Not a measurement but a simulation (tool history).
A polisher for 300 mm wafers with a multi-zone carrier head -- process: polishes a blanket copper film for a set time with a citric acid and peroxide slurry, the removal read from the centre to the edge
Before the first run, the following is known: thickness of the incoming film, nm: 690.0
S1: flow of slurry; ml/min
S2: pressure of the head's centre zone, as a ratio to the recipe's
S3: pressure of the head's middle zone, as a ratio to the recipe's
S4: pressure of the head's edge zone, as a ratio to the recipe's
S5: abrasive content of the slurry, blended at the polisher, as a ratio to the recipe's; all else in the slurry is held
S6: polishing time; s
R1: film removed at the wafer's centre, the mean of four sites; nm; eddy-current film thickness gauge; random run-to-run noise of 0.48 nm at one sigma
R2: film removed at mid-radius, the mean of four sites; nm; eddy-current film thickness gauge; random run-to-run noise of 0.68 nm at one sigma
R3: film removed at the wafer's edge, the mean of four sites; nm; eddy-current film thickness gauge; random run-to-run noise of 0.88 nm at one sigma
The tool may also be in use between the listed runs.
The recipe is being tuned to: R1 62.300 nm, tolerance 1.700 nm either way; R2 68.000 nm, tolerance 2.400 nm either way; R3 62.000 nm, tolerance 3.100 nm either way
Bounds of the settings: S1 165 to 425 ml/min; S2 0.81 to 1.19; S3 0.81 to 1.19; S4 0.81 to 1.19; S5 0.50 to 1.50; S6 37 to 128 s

run,hour,S1,S2,S3,S4,S5,S6,R1,R2,R3
1,0.0,275,1.00,1.00,1.00,1.00,82,143.560,135.090,138.330
2,1.8,275,1.00,1.00,1.00,0.85,82,137.470,130.820,130.240
3,2.6,275,1.00,1.00,1.00,0.85,99,163.790,157.520,156.380
4,6.6,275,1.00,1.00,1.00,0.65,99,153.130,148.480,145.760
5,12.6,230,1.00,1.00,1.00,0.65,99,153.600,145.420,150.000
6,18.5,250,0.96,0.98,0.96,0.60,85,124.110,124.440,123.330
7,24.4,275,0.93,0.94,0.93,0.60,74,106.330,103.640,105.100
8,33.3,275,0.83,1.00,0.83,0.50,51,63.154,72.321,64.888
9,36.4,275,0.83,1.00,0.83,0.50,51,62.609,72.387,64.700

5 next moves are on the table. One of them brings every result within its allowed miss. Which?
A,39.5,260,0.87,0.98,0.81,0.50,49,?,?,?
B,39.5,315,0.84,1.08,0.81,0.50,50,?,?,?
C,39.5,270,0.95,1.18,0.81,0.50,47,?,?,?
D,39.5,260,0.82,0.89,0.83,0.60,51,?,?,?
E,39.5,295,0.85,1.11,0.81,0.55,49,?,?,?

move,R1,R2,R3
A,62.478,67.289,61.382
B,62.995,76.126,63.545
C,65.899,75.930,58.916
D,63.998,67.572,67.585
E,63.500,77.655,63.394
A: hits every target within its allowed miss
B: lands further from the targets than the last run did
C: lands further from the targets than the last run did
D: meets the target for the result that was furthest off, but another lies outside its allowed miss
E: lands further from the targets than the last run did
So the answer is move A, the one that meets all the targets.
